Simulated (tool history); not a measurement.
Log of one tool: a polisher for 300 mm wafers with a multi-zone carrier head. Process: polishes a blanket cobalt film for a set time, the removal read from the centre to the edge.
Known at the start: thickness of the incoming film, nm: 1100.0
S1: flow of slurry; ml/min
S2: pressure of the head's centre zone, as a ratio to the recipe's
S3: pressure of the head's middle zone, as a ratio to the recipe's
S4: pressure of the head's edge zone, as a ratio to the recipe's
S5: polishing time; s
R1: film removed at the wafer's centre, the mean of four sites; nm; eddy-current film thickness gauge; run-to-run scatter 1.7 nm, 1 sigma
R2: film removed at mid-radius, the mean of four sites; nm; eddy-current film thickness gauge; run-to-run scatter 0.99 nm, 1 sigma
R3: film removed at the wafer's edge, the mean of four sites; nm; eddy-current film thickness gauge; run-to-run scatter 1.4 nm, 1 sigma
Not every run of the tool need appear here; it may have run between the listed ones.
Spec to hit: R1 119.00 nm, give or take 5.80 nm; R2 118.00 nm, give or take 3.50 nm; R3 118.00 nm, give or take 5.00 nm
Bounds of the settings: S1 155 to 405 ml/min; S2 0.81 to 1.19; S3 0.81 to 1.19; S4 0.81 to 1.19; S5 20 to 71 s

run    day   S1    S2    S3    S4  S5      R1      R2      R3
  1  0.000  260  1.00  1.00  1.00  45  178.86  182.85  185.04
  2  0.175  260  1.00  0.99  0.97  41  166.58  163.44  169.59
  3  0.279  305  1.00  0.99  0.97  41  170.55  168.45  168.62
  4  0.338  320  0.99  0.98  0.96  38  156.93  153.79  158.10
  5  0.612  320  1.05  0.98  0.96  38  165.78  155.14  156.09
  6  0.750  375  1.05  0.98  0.96  38  168.36  156.66  159.64
  7  0.904  370  1.03  0.98  0.94  36  153.69  150.22  150.87
  8  1.171  370  1.03  0.98  0.94  36  156.42  146.12  150.51
  9  1.475  370  1.03  0.98  0.94  36  152.26  148.20  147.53
 10  1.838  370  1.02  0.97  0.92  35  150.40  143.82  146.22
 11  2.200  370  1.01  0.97  0.91  33  137.38  137.03  135.58
 12  2.496  370  1.01  0.95  0.89  32  134.56  128.11  132.18
 13  2.579  370  1.00  0.95  0.87  31  130.52  123.89  124.36
 14  2.850  370  0.99  0.95  0.86  31  130.71  124.64  122.85
 15  3.083  370  0.97  0.94  0.86  31  126.56  123.74  124.56

Exactly one of the 5 candidate moves below puts every result within its allowed miss. Which one?
  A  3.317  365  0.99  0.81  0.92  32   ?   ?   ?
  B  3.317  335  0.99  0.98  0.92  29   ?   ?   ?
  C  3.317  320  1.02  0.92  0.81  31   ?   ?   ?
  D  3.317  380  0.83  1.06  0.95  32   ?   ?   ?
  E  3.317  375  0.84  0.93  0.95  33   ?   ?   ?

move      R1      R2      R3
   A  133.75  115.81  130.26
   B  120.34  119.36  117.14
   C  131.89  121.33  119.48
   D  112.55  141.21  131.74
   E  117.24  132.11  135.95
A: brings the result that was furthest off to its target, and leaves another outside
B: all results in spec
C: brings the result that was furthest off to its target, and leaves another outside
D: further off than the last run
E: further off than the last run
The move that meets every target is B.
